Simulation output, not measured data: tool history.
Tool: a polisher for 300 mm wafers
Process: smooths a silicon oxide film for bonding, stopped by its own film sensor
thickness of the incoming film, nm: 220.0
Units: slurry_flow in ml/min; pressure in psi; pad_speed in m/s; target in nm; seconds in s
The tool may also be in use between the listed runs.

run	hour	slurry_flow	pressure	pad_speed	slurry_solids	target	seconds
1	0.0	235	2.5	0.94	1.0	190	47.473
2	2.8	235	2.5	0.94	1.0	194	41.010
3	3.4	235	2.5	0.94	1.1	194	39.154
4	11.2	235	1.9	0.94	1.1	194	51.466
# hour 15.2: slurry nozzle cleaned
5	15.2	235	1.7	0.92	1.1	194	54.772
6	20.7	235	1.6	0.88	1.1	194	61.706
7	22.9	235	1.5	0.86	1.1	194	67.218
8	30.4	235	1.4	0.86	1.1	194	70.972
9	35.1	235	1.1	0.86	1.1	194	90.283

Run 10 comes next. What will it give?
10	44.1	235	1.3	0.86	1.1	194	?

seconds: 74.814 s

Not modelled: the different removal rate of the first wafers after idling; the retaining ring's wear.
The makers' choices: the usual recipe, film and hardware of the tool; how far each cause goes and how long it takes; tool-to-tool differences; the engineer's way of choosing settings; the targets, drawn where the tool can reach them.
